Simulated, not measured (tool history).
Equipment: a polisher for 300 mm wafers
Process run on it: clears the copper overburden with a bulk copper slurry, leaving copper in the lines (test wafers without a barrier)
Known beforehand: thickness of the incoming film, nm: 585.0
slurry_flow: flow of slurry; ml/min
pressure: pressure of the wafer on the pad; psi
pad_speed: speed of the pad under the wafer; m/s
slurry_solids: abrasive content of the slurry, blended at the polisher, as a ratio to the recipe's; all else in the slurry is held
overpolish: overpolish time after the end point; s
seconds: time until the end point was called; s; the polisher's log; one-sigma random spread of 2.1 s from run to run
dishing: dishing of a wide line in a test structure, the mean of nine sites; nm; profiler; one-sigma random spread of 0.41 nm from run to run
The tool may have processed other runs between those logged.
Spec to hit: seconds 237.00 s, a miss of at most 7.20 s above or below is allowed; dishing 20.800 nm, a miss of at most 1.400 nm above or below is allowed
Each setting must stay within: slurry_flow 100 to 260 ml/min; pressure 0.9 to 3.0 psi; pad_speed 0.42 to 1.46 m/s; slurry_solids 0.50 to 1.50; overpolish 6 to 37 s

run 1 day=0.000 | slurry_flow=165 pressure=1.9 pad_speed=0.94 slurry_solids=1.00 overpolish=19 | seconds=113.68 dishing=49.742
run 2 day=0.038 | slurry_flow=165 pressure=1.6 pad_speed=0.90 slurry_solids=1.00 overpolish=16 | seconds=139.93 dishing=38.731
run 3 day=0.088 | slurry_flow=165 pressure=1.6 pad_speed=0.68 slurry_solids=1.00 overpolish=16 | seconds=171.03 dishing=32.493
run 4 day=0.283 | slurry_flow=160 pressure=1.5 pad_speed=0.68 slurry_solids=1.00 overpolish=14 | seconds=182.07 dishing=26.756
run 5 day=0.425 | slurry_flow=150 pressure=1.4 pad_speed=0.68 slurry_solids=1.00 overpolish=14 | seconds=195.04 dishing=26.271
run 6 day=0.750 | slurry_flow=150 pressure=1.6 pad_speed=0.68 slurry_solids=1.00 overpolish=14 | seconds=173.64 dishing=29.150
run 7 day=1.058 | slurry_flow=145 pressure=1.5 pad_speed=0.68 slurry_solids=1.00 overpolish=14 | seconds=185.08 dishing=27.368
run 8 day=1.217 | slurry_flow=140 pressure=1.4 pad_speed=0.68 slurry_solids=1.00 overpolish=14 | seconds=200.30 dishing=25.456
run 9 day=1.258 | slurry_flow=135 pressure=1.3 pad_speed=0.68 slurry_solids=1.00 overpolish=14 | seconds=213.81 dishing=23.714
run 10 day=1.546 | slurry_flow=130 pressure=1.3 pad_speed=0.68 slurry_solids=1.00 overpolish=14 | seconds=218.43 dishing=24.276
run 11 day=1.838 | slurry_flow=125 pressure=1.3 pad_speed=0.68 slurry_solids=1.00 overpolish=13 | seconds=216.71 dishing=21.950
run 12 day=1.983 | slurry_flow=120 pressure=1.3 pad_speed=0.68 slurry_solids=1.00 overpolish=13 | seconds=220.66 dishing=22.250
run 13 day=2.296 | slurry_flow=115 pressure=1.3 pad_speed=0.68 slurry_solids=1.00 overpolish=13 | seconds=218.85 dishing=21.699
run 14 day=2.571 | slurry_flow=110 pressure=1.3 pad_speed=0.68 slurry_solids=1.00 overpolish=13 | seconds=223.84 dishing=21.869
run 15 day=2.938 | slurry_flow=105 pressure=1.3 pad_speed=0.68 slurry_solids=1.00 overpolish=13 | seconds=225.37 dishing=21.816
run 16 day=3.271 | slurry_flow=100 pressure=1.2 pad_speed=0.68 slurry_solids=1.00 overpolish=13 | seconds=247.17 dishing=19.433

Exercise: of the 4 proposed moves below, exactly one satisfies all targets within the stated allowed misses. Which move is it?
run A day=3.604 | slurry_flow=110 pressure=1.1 pad_speed=0.68 slurry_solids=1.05 overpolish=14 | seconds=? dishing=?
run B day=3.604 | slurry_flow=100 pressure=1.4 pad_speed=0.60 slurry_solids=0.85 overpolish=13 | seconds=? dishing=?
run C day=3.604 | slurry_flow=105 pressure=1.1 pad_speed=0.68 slurry_solids=1.10 overpolish=14 | seconds=? dishing=?
run D day=3.604 | slurry_flow=130 pressure=1.0 pad_speed=0.74 slurry_solids=0.95 overpolish=15 | seconds=? dishing=?

move=A seconds=263.21 dishing=20.429
move=B seconds=241.61 dishing=20.871
move=C seconds=263.66 dishing=20.399
move=D seconds=266.95 dishing=21.290
A: its largest miss is bigger than the last run's
B: hits every target within its allowed miss
C: its largest miss is bigger than the last run's
D: its largest miss is bigger than the last run's
The right move is B.
